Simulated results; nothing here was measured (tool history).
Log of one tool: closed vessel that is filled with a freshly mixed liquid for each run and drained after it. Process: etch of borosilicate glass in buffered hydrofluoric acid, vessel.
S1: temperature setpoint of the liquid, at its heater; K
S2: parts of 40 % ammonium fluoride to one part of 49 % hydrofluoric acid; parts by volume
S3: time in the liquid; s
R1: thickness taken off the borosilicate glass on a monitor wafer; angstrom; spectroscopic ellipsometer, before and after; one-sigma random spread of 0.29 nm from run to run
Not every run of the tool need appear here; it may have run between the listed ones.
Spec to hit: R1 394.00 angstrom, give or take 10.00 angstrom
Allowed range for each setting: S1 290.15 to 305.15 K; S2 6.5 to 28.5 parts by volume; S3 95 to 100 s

| run | hour | S1 | S2 | S3 | R1 |
|---|---|---|---|---|---|
| 1 | 0.0 | 297.15 | 17.5 | 95 | 676.71 |
| 2 | 4.0 | 297.15 | 17.5 | 100 | 716.07 |
| 3 | 9.3 | 297.15 | 21.5 | 100 | 588.07 |
| 4 | 17.5 | 297.15 | 21.5 | 100 | 588.38 |
| 5 | 21.6 | 297.15 | 16.5 | 100 | 750.17 |
| 6 | 25.8 | 297.15 | 16.5 | 100 | 754.22 |
| 7 | 26.9 | 294.65 | 18.5 | 100 | 585.12 |
| 8 | 34.5 | 293.15 | 19.5 | 100 | 513.88 |

Which of these 5 next moves meets every target?
| A | 42.1 | 293.65 | 16.5 | 100 | ? |
| B | 42.1 | 292.65 | 15.5 | 95 | ? |
| C | 42.1 | 290.65 | 20.0 | 95 | ? |
| D | 42.1 | 291.65 | 23.0 | 95 | ? |
| E | 42.1 | 292.65 | 17.5 | 100 | ? |

| move | R1 |
|---|---|
| A | 622.47 |
| B | 595.55 |
| C | 413.65 |
| D | 396.81 |
| E | 555.71 |
A: lands further from the targets than the last run did
B: lands further from the targets than the last run did
C: closer than the last run, but not yet in spec
D: all results in spec
E: lands further from the targets than the last run did
The right move is D.
